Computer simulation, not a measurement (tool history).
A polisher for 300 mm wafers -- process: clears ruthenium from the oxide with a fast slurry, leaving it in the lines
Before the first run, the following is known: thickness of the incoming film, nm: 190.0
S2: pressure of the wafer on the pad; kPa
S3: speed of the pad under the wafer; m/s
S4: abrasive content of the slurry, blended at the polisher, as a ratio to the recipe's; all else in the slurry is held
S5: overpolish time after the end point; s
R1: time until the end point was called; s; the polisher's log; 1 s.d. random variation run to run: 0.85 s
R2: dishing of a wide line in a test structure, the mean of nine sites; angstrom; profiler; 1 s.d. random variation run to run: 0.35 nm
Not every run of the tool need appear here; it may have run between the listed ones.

run 1 hour=0.0 | flow_of_slurry_(ml/min)=210 S2=17.2 S3=0.86 S4=1.00 S5=10 | R1=57.078 R2=274.65
run 2 hour=1.9 | flow_of_slurry_(ml/min)=210 S2=17.2 S3=0.68 S4=1.00 S5=10 | R1=71.904 R2=214.97
run 3 hour=7.6 | flow_of_slurry_(ml/min)=210 S2=17.9 S3=0.66 S4=1.05 S5=9 | R1=68.173 R2=207.40
run 4 hour=15.2 | flow_of_slurry_(ml/min)=210 S2=15.9 S3=0.66 S4=1.05 S5=9 | R1=77.128 R2=189.89
run 5 hour=22.0 | flow_of_slurry_(ml/min)=235 S2=15.9 S3=0.66 S4=1.05 S5=9 | R1=74.991 R2=194.57
run 6 hour=26.2 | flow_of_slurry_(ml/min)=270 S2=15.9 S3=0.66 S4=1.05 S5=9 | R1=74.377 R2=197.85
run 7 hour=27.2 | flow_of_slurry_(ml/min)=210 S2=20.7 S3=0.70 S4=1.05 S5=4 | R1=58.752 R2=108.57
run 8 hour=32.6 | flow_of_slurry_(ml/min)=210 S2=21.4 S3=0.70 S4=1.05 S5=4 | R1=57.601 R2=109.94

The next listed run, before its measurement:
-- hour=39.8 worn pad replaced by a new one
run 9 hour=39.8 | flow_of_slurry_(ml/min)=210 S2=22.1 S3=0.70 S4=1.05 S5=4 | R1=? R2=?

R1: 51.724 s
R2: 127.55 angstrom
